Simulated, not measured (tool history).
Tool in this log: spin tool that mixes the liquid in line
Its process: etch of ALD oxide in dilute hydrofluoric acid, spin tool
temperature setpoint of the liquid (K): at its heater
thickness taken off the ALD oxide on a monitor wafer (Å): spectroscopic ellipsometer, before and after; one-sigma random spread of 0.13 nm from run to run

run    day  temperature setpoint of the liquid (K)  parts of water to one part of 49 % hydrofluoric acid (parts by volume)  time under the liquid (s)  thickness taken off the ALD oxide on a monitor wafer (Å)
  1      0                                  296.15                                                                     295                        270                                                    69.826
  2  0.317                                  297.65                                                                     255                        270                                                    89.417
  3  0.342                                  298.65                                                                     225                        270                                                    108.41
  4  0.433                                  299.65                                                                     200                        270                                                    129.46
  5  0.483                                  299.65                                                                     200                        270                                                    129.69
  6  0.675                                  300.65                                                                     185                        270                                                    148.89
  7  0.929                                  301.15                                                                     175                        270                                                    160.52
  8  1.112                                  301.65                                                                     165                        270                                                    175.82
  9  1.417                                  302.15                                                                     160                        270                                                     186.6
 10   1.75                                  302.65                                                                     155                        270                                                    197.93
 11  2.021                                  303.15                                                                     150                        270                                                    208.44

What does the tool deliver on the next run?
 12  2.162                                  303.15                                                                     150                        270                                                         ?

{"run 12": {"thickness taken off the ALD oxide on a monitor wafer (Å)": 208.86}}

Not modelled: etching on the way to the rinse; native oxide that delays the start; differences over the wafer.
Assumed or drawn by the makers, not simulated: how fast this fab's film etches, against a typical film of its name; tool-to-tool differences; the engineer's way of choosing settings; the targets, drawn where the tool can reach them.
